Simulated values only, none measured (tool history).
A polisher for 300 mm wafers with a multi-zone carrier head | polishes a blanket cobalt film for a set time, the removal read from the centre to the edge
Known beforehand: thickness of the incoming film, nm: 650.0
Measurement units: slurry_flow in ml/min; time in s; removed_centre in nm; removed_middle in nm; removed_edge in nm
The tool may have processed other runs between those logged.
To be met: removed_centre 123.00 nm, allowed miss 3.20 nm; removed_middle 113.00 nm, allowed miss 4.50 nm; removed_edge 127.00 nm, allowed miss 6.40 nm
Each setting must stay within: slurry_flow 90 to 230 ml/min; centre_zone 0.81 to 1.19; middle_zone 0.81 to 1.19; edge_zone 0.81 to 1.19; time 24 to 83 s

run  hour  slurry_flow  centre_zone  middle_zone  edge_zone  time  removed_centre  removed_middle  removed_edge
  1   0.0          150         1.00         1.00       1.00    53          257.68          257.27        259.31
  2   0.9          135         0.98         0.95       0.95    45          209.73          209.66        214.35
  3   9.2          125         0.97         0.91       0.91    39          178.46          168.72        180.84
  4  13.6          125         0.97         0.91       0.91    49          223.30          213.88        227.58
  5  18.4          120         0.96         0.89       0.89    42          190.50          178.18        188.61
  6  24.3          120         0.96         0.89       0.84    42          188.82          179.05        186.12
  7  25.5          115         0.94         0.87       0.84    38          166.04          156.31        167.30
  8  26.7          110         0.93         0.86       0.83    35          149.70          144.52        152.10
  9  35.7          110         0.93         0.85       0.84    33          142.12          134.78        145.28
 10  36.9          110         0.93         0.84       0.84    32          137.19          128.29        136.08
 11  41.2          105         0.93         0.83       0.87    32          137.82          125.43        139.34
 12  49.7           95         0.90         0.81       0.85    27          108.70          103.89        117.08
 13  54.4          105         0.90         0.81       0.86    27          112.10          103.96        119.75
 14  58.1          115         0.90         0.82       0.86    27          114.96          105.72        119.12
 15  63.0          120         0.90         0.83       0.87    27          114.97          106.10        119.07
 16  65.5          120         0.91         0.84       0.88    27          116.00          109.09        119.48
 17  66.5          120         0.92         0.84       0.89    27          115.13          109.21        120.99
 18  69.6          120         0.93         0.84       0.90    27          117.81          108.28        123.31
 19  76.7          120         0.94         0.85       0.90    27          118.90          109.76        124.43

Consider the 5 candidate settings below. Which is the only one whose results all fall within their allowed miss of target?
  A  83.8           90         0.89         0.87       0.95    29               ?               ?             ?
  B  83.8          115         0.95         0.85       0.94    28               ?               ?             ?
  C  83.8          100         0.92         0.87       0.99    27               ?               ?             ?
  D  83.8           90         1.08         0.91       1.00    25               ?               ?             ?
  E  83.8           95         0.89         0.90       0.86    28               ?               ?             ?

move  removed_centre  removed_middle  removed_edge
   A          113.32          113.60        125.05
   B          122.66          112.22        123.73
   C          111.46          107.73        120.26
   D          118.76          101.54        110.41
   E          110.66          113.91        116.05
A: moves away from the targets compared with the last run
B: every result within its allowed miss
C: moves away from the targets compared with the last run
D: moves away from the targets compared with the last run
E: moves away from the targets compared with the last run
So the answer is move B, the one that meets all the targets.
